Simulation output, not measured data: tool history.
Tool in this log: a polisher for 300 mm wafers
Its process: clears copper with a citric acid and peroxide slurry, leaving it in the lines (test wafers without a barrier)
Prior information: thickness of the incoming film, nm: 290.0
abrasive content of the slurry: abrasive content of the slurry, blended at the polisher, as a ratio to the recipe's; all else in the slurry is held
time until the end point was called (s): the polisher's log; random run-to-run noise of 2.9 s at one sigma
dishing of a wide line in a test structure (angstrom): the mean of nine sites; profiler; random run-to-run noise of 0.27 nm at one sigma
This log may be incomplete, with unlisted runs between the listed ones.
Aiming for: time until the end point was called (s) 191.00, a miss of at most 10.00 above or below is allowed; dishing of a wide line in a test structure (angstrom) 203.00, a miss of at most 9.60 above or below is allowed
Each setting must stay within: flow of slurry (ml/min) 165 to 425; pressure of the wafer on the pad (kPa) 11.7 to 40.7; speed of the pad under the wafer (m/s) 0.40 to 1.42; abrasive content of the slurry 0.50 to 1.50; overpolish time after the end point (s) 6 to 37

run  hour  flow of slurry (ml/min)  pressure of the wafer on the pad (kPa)  speed of the pad under the wafer (m/s)  abrasive content of the slurry  overpolish time after the end point (s)  time until the end point was called (s)  dishing of a wide line in a test structure (angstrom)
  1   0.0                      275                                    26.2                                    0.90                            1.00                                       19                                   121.52                                                 250.44
  2   4.4                      275                                    24.1                                    0.90                            1.00                                       19                                   128.78                                                 234.69
  3   8.9                      275                                    29.6                                    0.90                            1.00                                       19                                   110.90                                                 274.20
  4  13.6                      275                                    26.9                                    0.88                            1.00                                       20                                   120.52                                                 261.93
  5  16.1                      275                                    24.8                                    0.86                            1.00                                       21                                   133.87                                                 253.88
  6  18.1                      250                                    24.8                                    0.86                            1.00                                       21                                   134.81                                                 248.93
  7  21.1                      250                                    23.4                                    0.86                            1.00                                       21                                   138.72                                                 243.60
  8  25.6                      250                                    23.4                                    0.86                            1.00                                       21                                   138.51                                                 244.71
     32.5  -- head pressure recalibrated
  9  32.5                      250                                    16.5                                    0.84                            1.00                                       22                                   164.89                                                 215.19
 10  35.2                      250                                    15.9                                    0.84                            1.00                                       22                                   171.12                                                 211.14
 11  38.0                      250                                    15.2                                    0.84                            1.00                                       22                                   176.09                                                 200.08

Which single option among these 4 for the next run brings every result within its allowed miss of target? Just one does.
  A  40.8                      270                                    13.8                                    0.74                            0.90                                       23                                        ?                                                      ?
  B  40.8                      330                                    18.6                                    0.60                            0.90                                       26                                        ?                                                      ?
  C  40.8                      250                                    15.2                                    0.74                            1.15                                       23                                        ?                                                      ?
  D  40.8                      245                                    15.2                                    0.76                            0.75                                       26                                        ?                                                      ?

move  time until the end point was called (s)  dishing of a wide line in a test structure (angstrom)
   A                                   217.14                                                 181.29
   B                                   212.52                                                 204.38
   C                                   193.50                                                 198.97
   D                                   209.62                                                 205.67
A: moves the result that the last run missed by most past its target, out the other side
B: moves the result that the last run missed by most past its target, out the other side
C: all results land within tolerance of their targets
D: moves the result that the last run missed by most past its target, out the other side
The right move is C.
